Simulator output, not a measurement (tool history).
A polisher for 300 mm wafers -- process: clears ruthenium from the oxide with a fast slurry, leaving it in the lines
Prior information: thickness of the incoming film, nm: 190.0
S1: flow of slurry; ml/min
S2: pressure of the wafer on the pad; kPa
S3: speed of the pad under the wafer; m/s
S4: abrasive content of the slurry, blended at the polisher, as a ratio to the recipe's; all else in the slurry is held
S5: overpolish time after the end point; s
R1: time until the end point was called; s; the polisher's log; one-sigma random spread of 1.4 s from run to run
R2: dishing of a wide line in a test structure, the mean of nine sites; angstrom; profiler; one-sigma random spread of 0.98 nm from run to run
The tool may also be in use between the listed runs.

run 1 hour=0 | S1=210 S2=23.4 S3=0.82 S4=1 S5=17 | R1=47.979 R2=472.01
run 2 hour=8.1 | S1=210 S2=26.9 S3=0.82 S4=1 S5=17 | R1=43.406 R2=511.79
run 3 hour=14 | S1=210 S2=31.7 S3=0.82 S4=1 S5=17 | R1=35.993 R2=583.42
run 4 hour=20.1 | S1=210 S2=26.9 S3=0.8 S4=1 S5=19 | R1=43.349 R2=545.14
run 5 hour=27.1 | S1=210 S2=26.9 S3=0.8 S4=1 S5=13 | R1=44.598 R2=405.84
run 6 hour=33.8 | S1=210 S2=22.8 S3=0.8 S4=1 S5=16 | R1=51.698 R2=421.69
run 7 hour=36.5 | S1=210 S2=20 S3=0.8 S4=1 S5=19 | R1=57.493 R2=444.38
run 8 hour=39.5 | S1=210 S2=18.6 S3=0.8 S4=1 S5=21 | R1=62.032 R2=458.39

Run 9 has not been measured yet. What should we expect?
run 9 hour=46.5 | S1=210 S2=17.2 S3=0.8 S4=1 S5=22 | R1=? R2=?

Logged for run 9: R1 68.65 s, R2 435.88 angstrom.
